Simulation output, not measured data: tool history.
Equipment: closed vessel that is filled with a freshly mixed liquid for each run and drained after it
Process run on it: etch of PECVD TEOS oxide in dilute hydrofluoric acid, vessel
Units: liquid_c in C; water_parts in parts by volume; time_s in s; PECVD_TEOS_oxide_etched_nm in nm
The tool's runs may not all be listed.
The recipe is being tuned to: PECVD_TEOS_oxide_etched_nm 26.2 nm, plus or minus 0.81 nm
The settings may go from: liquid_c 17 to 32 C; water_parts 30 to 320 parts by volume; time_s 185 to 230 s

run    day  liquid_c  water_parts  time_s  PECVD_TEOS_oxide_etched_nm
  1      0        24          175     230                      32.757
  2  0.142        23          175     230                      31.669
  3  0.242        23          175     230                      31.343
  4  0.512      22.5          175     230                      30.993
  5    0.8        26          175     230                      35.124
  6  0.829      24.5          175     230                      33.948
  7  1.025      23.5          175     230                      32.416
  8  1.242      22.5          175     230                      31.032
  9  1.333        22          175     230                      30.629
 10  1.562        22          175     230                      30.601
 11  1.858      21.5          175     230                      29.698
 12  1.938      21.5          175     230                      29.425
 13  2.083        21          175     230                      28.712
 14  2.212      20.5          175     230                      29.334
 15  2.412        20          175     230                      28.227
 16  2.612      19.5          175     230                      28.098
 17  2.775        19          175     230                      27.006

Consider the 5 candidate settings below. Which is the only one whose results all fall within their allowed miss of target?
  A  2.938        19          160     200                           ?
  B  2.938        20          175     230                           ?
  C  2.938      20.5          180     230                           ?
  D  2.938        18          160     230                           ?
  E  2.938      18.5          170     230                           ?

move  PECVD_TEOS_oxide_etched_nm
   A                      26.403
   B                      28.449
   C                      28.061
   D                      29.168
   E                      27.736
A: meets every target
B: misses by more than the last run did
C: misses by more than the last run did
D: misses by more than the last run did
E: misses by more than the last run did
Go with A: it meets all targets.
